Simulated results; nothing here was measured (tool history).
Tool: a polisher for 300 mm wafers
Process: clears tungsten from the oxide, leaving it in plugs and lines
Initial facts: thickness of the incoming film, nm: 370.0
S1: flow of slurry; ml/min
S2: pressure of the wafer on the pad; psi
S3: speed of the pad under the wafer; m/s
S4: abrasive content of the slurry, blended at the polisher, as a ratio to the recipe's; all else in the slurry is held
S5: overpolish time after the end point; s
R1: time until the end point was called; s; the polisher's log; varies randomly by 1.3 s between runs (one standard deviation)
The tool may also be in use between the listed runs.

| run | hour | S1 | S2 | S3 | S4 | S5 | R1 |
|---|---|---|---|---|---|---|---|
| 1 | 0.0 | 200 | 3.1 | 1.24 | 1.0 | 29 | 83.331 |
| 2 | 8.8 | 195 | 2.7 | 1.24 | 1.0 | 29 | 92.882 |
| 3 | 10.8 | 195 | 3.5 | 1.24 | 1.0 | 29 | 73.929 |
| 4 | 17.5 | 195 | 2.9 | 1.24 | 1.0 | 29 | 87.216 |
| 5 | 25.6 | 240 | 2.9 | 1.24 | 1.0 | 29 | 88.075 |
| 6 | 33.7 | 240 | 2.5 | 1.22 | 1.0 | 29 | 100.770 |

For run 7, what comes out?
| 7 | 34.4 | 240 | 2.2 | 1.22 | 1.0 | 29 | ? |

R1: 112.510 s
